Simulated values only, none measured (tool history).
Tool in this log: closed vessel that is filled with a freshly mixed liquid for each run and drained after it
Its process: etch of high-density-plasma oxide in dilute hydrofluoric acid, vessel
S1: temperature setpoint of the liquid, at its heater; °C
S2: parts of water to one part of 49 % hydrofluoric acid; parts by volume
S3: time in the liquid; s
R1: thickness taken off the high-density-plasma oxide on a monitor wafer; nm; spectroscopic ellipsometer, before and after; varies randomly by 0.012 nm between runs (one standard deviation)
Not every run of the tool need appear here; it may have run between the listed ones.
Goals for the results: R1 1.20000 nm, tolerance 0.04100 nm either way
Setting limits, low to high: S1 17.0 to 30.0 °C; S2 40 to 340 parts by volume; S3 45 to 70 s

run,hour,S1,S2,S3,R1
1,0.0,22.0,190,70,1.42660
2,3.0,21.5,190,70,1.39660
3,9.8,21.5,190,70,1.39090
4,16.0,21.0,190,70,1.38220
5,21.9,21.0,190,45,0.88849
6,30.5,19.5,190,45,0.82535
7,38.9,20.0,190,45,0.85214
8,45.3,20.5,190,45,0.88104
9,49.7,24.5,185,45,1.05760
10,51.4,25.0,185,45,1.06430
11,57.2,28.5,180,45,1.24470

Which single option among these 4 for the next run brings every result within its allowed miss of target? Just one does.
A,63.0,27.0,180,45,?
B,63.0,29.5,175,45,?
C,63.0,29.5,250,70,?
D,63.0,26.0,160,45,?

move,R1
A,1.18930
B,1.34610
C,1.33990
D,1.32050
A: every result lands within tolerance
B: moves away from the targets compared with the last run
C: moves away from the targets compared with the last run
D: moves away from the targets compared with the last run
Go with A: it meets all targets.
